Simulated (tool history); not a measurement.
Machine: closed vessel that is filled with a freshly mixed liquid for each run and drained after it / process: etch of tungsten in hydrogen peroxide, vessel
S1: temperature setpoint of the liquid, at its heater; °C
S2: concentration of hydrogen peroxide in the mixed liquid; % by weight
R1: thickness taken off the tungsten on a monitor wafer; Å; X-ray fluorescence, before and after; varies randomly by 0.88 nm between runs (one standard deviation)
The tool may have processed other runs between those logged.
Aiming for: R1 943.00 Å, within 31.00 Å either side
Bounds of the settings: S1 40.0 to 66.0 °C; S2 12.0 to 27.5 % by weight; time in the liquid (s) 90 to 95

Run 1, hour 0.0: S1 56.0 °C, S2 18.5 % by weight, time in the liquid (s) 90. Result: R1 1114.70 Å.
Run 2, hour 9.0: S1 55.5 °C, S2 18.5 % by weight, time in the liquid (s) 90. Result: R1 1082.50 Å.
Run 3, hour 13.7: S1 55.0 °C, S2 18.5 % by weight, time in the liquid (s) 90. Result: R1 1037.20 Å.
Run 4, hour 21.5: S1 61.5 °C, S2 18.5 % by weight, time in the liquid (s) 90. Result: R1 1522.20 Å.
Run 5, hour 23.6: S1 61.5 °C, S2 15.5 % by weight, time in the liquid (s) 90. Result: R1 1414.70 Å.
Run 6, hour 25.8: S1 60.0 °C, S2 15.5 % by weight, time in the liquid (s) 90. Result: R1 1280.70 Å.
Run 7, hour 28.2: S1 58.5 °C, S2 15.5 % by weight, time in the liquid (s) 90. Result: R1 1180.60 Å.
Run 8, hour 33.0: S1 57.5 °C, S2 15.5 % by weight, time in the liquid (s) 90. Result: R1 1105.50 Å.
Run 9, hour 35.2: S1 57.0 °C, S2 15.5 % by weight, time in the liquid (s) 90. Result: R1 1061.80 Å.
Run 10, hour 38.2: S1 56.5 °C, S2 15.5 % by weight, time in the liquid (s) 90. Result: R1 1042.40 Å.

Pick the move, out of 5, that brings all results within their allowed miss; only one does.
Run A, hour 41.2: S1 55.5 °C, S2 17.5 % by weight, time in the liquid (s) 95. Result: R1 ?.
Run B, hour 41.2: S1 53.5 °C, S2 17.5 % by weight, time in the liquid (s) 90. Result: R1 ?.
Run C, hour 41.2: S1 54.0 °C, S2 21.5 % by weight, time in the liquid (s) 90. Result: R1 ?.
Run D, hour 41.2: S1 56.0 °C, S2 15.0 % by weight, time in the liquid (s) 90. Result: R1 ?.
Run E, hour 41.2: S1 56.0 °C, S2 14.5 % by weight, time in the liquid (s) 95. Result: R1 ?.

move       R1
   A  1118.90
   B   941.17
   C  1074.80
   D  1010.80
   E  1049.00
A: misses by more than the last run did
B: meets every target
C: misses by more than the last run did
D: closer than the last run, but not yet in spec
E: misses by more than the last run did
Answer: B
